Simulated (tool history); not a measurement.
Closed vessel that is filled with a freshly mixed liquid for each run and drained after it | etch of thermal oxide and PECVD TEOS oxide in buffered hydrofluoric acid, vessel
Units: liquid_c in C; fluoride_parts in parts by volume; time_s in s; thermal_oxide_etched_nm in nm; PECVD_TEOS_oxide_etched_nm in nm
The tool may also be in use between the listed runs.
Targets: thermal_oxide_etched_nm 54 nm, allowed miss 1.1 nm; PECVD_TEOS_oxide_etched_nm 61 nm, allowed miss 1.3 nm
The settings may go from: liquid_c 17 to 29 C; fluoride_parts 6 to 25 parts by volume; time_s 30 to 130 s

run 1 hour=0 | liquid_c=21 fluoride_parts=15.5 time_s=65 | thermal_oxide_etched_nm=44.825 PECVD_TEOS_oxide_etched_nm=49.913
run 2 hour=8 | liquid_c=21.5 fluoride_parts=15.5 time_s=65 | thermal_oxide_etched_nm=45.866 PECVD_TEOS_oxide_etched_nm=51.767
run 3 hour=11.5 | liquid_c=21.5 fluoride_parts=17.5 time_s=65 | thermal_oxide_etched_nm=40.573 PECVD_TEOS_oxide_etched_nm=45.929
run 4 hour=19 | liquid_c=22 fluoride_parts=17.5 time_s=65 | thermal_oxide_etched_nm=41.536 PECVD_TEOS_oxide_etched_nm=47.518
run 5 hour=20.9 | liquid_c=20 fluoride_parts=17.5 time_s=65 | thermal_oxide_etched_nm=37.375 PECVD_TEOS_oxide_etched_nm=42.315
run 6 hour=26 | liquid_c=20.5 fluoride_parts=17.5 time_s=65 | thermal_oxide_etched_nm=39.03 PECVD_TEOS_oxide_etched_nm=43.515
run 7 hour=28 | liquid_c=24.5 fluoride_parts=17 time_s=65 | thermal_oxide_etched_nm=49.797 PECVD_TEOS_oxide_etched_nm=55.868
run 8 hour=31 | liquid_c=25.5 fluoride_parts=17 time_s=65 | thermal_oxide_etched_nm=51.915 PECVD_TEOS_oxide_etched_nm=58.825

Which of these 5 next moves meets every target?
run A hour=34 | liquid_c=28.5 fluoride_parts=18.5 time_s=65 | thermal_oxide_etched_nm=? PECVD_TEOS_oxide_etched_nm=?
run B hour=34 | liquid_c=20 fluoride_parts=6 time_s=35 | thermal_oxide_etched_nm=? PECVD_TEOS_oxide_etched_nm=?
run C hour=34 | liquid_c=26.5 fluoride_parts=20 time_s=70 | thermal_oxide_etched_nm=? PECVD_TEOS_oxide_etched_nm=?
run D hour=34 | liquid_c=20.5 fluoride_parts=13.5 time_s=70 | thermal_oxide_etched_nm=? PECVD_TEOS_oxide_etched_nm=?
run E hour=34 | liquid_c=26 fluoride_parts=18.5 time_s=75 | thermal_oxide_etched_nm=? PECVD_TEOS_oxide_etched_nm=?

move=A thermal_oxide_etched_nm=56.351 PECVD_TEOS_oxide_etched_nm=64.179
move=B thermal_oxide_etched_nm=55.923 PECVD_TEOS_oxide_etched_nm=63.691
move=C thermal_oxide_etched_nm=50.495 PECVD_TEOS_oxide_etched_nm=57.509
move=D thermal_oxide_etched_nm=53.493 PECVD_TEOS_oxide_etched_nm=60.924
move=E thermal_oxide_etched_nm=56.866 PECVD_TEOS_oxide_etched_nm=64.765
A: takes the result that was furthest off past its target
B: takes the result that was furthest off past its target
C: further off than the last run
D: meets every target
E: takes the result that was furthest off past its target
Answer: D

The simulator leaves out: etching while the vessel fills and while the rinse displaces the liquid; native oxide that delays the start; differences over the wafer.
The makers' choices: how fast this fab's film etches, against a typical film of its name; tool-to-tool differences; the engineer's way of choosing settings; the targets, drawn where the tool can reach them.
